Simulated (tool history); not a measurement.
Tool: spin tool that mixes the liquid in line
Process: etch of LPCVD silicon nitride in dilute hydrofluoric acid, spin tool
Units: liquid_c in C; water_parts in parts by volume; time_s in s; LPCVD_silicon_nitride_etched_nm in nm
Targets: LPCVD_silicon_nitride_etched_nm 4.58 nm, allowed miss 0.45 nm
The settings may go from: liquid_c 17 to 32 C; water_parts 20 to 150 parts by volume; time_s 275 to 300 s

| run | hour | liquid_c | water_parts | time_s | LPCVD_silicon_nitride_etched_nm |
|---|---|---|---|---|---|
| 1 | 0 | 24 | 85 | 275 | 1.3034 |
| 2 | 2.8 | 24 | 65 | 275 | 1.7004 |
| 3 | 8.6 | 24 | 90 | 275 | 1.1997 |
| 4 | 13.7 | 25.5 | 90 | 275 | 1.2977 |
| 5 | 21.8 | 26.5 | 70 | 280 | 2.0062 |
| 6 | 28.9 | 28 | 70 | 280 | 2.0827 |
| 7 | 36.3 | 28.5 | 60 | 285 | 2.541 |
| 8 | 43.5 | 29 | 50 | 290 | 3.091 |
| 9 | 50.7 | 29.5 | 45 | 290 | 3.5806 |
| 10 | 56.7 | 30 | 45 | 290 | 3.8091 |
| 11 | 58.8 | 30.5 | 45 | 290 | 3.9211 |
| 12 | 59.6 | 31 | 45 | 290 | 3.9827 |

4 next moves are on the table. One of them brings every result within its allowed miss. Which?
| A | 60.4 | 31 | 45 | 275 | ? |
| B | 60.4 | 31.5 | 30 | 295 | ? |
| C | 60.4 | 32 | 40 | 280 | ? |
| D | 60.4 | 32 | 55 | 300 | ? |

| move | LPCVD_silicon_nitride_etched_nm |
|---|---|
| A | 3.7929 |
| B | 6.2523 |
| C | 4.6281 |
| D | 3.6213 |
A: further off than the last run
B: takes the result that was furthest off past its target
C: meets every target
D: further off than the last run
The right move is C.
